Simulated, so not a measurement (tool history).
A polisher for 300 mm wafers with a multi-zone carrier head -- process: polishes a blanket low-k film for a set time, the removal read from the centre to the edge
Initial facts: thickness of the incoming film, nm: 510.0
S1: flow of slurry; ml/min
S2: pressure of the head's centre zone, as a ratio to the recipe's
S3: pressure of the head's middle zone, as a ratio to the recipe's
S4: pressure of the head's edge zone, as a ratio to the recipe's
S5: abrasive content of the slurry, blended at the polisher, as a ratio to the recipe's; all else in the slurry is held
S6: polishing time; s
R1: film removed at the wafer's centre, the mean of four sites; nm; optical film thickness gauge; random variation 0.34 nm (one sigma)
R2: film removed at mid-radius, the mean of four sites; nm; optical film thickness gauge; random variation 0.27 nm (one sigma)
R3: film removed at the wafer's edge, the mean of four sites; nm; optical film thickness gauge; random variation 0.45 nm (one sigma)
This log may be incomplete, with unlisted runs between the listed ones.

run	hour	S1	S2	S3	S4	S5	S6	R1	R2	R3
1	0.0	175	1.00	1.00	1.00	1.00	66	23.481	23.848	24.620
2	7.4	180	0.98	1.01	1.05	1.10	66	24.845	25.263	25.419
3	12.5	200	0.98	1.01	1.05	1.10	66	25.206	25.542	26.242
4	20.5	200	0.98	1.01	0.99	1.10	66	24.494	25.771	25.534
5	21.9	175	0.98	1.01	0.99	1.10	66	24.204	25.568	25.447
6	22.7	175	0.98	1.01	0.95	1.10	66	24.034	25.523	24.412
7	31.4	215	0.92	1.05	1.05	1.20	66	25.051	28.302	27.942

Predict the results of run 8:
8	32.2	220	0.89	1.03	1.09	1.25	66	?	?	?

R1: 24.316 nm
R2: 28.920 nm
R3: 28.440 nm

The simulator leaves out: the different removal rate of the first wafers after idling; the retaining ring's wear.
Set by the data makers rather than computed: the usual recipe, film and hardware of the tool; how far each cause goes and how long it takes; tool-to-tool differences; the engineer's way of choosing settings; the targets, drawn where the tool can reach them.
